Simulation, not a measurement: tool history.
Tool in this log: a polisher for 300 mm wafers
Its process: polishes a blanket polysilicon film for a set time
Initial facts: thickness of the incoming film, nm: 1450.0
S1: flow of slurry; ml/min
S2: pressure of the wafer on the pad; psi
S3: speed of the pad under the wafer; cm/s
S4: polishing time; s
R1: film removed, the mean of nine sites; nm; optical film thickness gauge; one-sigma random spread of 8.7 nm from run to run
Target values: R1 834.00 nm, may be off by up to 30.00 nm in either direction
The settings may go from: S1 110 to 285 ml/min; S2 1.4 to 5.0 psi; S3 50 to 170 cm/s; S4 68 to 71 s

| run | hour | S1 | S2 | S3 | S4 | R1 |
|---|---|---|---|---|---|---|
| 1 | 0.0 | 180 | 3.2 | 110 | 68 | 586.85 |
| 2 | 3.2 | 180 | 3.4 | 110 | 68 | 635.22 |
| 3 | 7.1 | 180 | 3.5 | 110 | 68 | 644.99 |
| 4 | 10.5 | 180 | 3.6 | 110 | 68 | 663.92 |
|  | 18.9 | worn pad replaced by a new one |
| 5 | 18.9 | 180 | 3.7 | 110 | 68 | 724.85 |
| 6 | 26.7 | 180 | 3.7 | 110 | 68 | 730.77 |
| 7 | 32.2 | 190 | 3.9 | 110 | 68 | 778.44 |
| 8 | 36.8 | 200 | 4.0 | 110 | 68 | 795.17 |
| 9 | 44.7 | 200 | 4.0 | 110 | 68 | 804.87 |

Below are 4 possible settings for the next run. Only one of them brings all results inside the allowed miss of their targets. Which is it?
| A | 52.6 | 205 | 3.9 | 116 | 68 | ? |
| B | 52.6 | 180 | 3.6 | 112 | 71 | ? |
| C | 52.6 | 205 | 3.9 | 106 | 68 | ? |
| D | 52.6 | 145 | 4.0 | 114 | 68 | ? |

| move | R1 |
|---|---|
| A | 823.04 |
| B | 753.45 |
| C | 754.11 |
| D | 782.05 |
A: every result within its allowed miss
B: moves away from the targets compared with the last run
C: moves away from the targets compared with the last run
D: moves away from the targets compared with the last run
Go with A: it meets all targets.

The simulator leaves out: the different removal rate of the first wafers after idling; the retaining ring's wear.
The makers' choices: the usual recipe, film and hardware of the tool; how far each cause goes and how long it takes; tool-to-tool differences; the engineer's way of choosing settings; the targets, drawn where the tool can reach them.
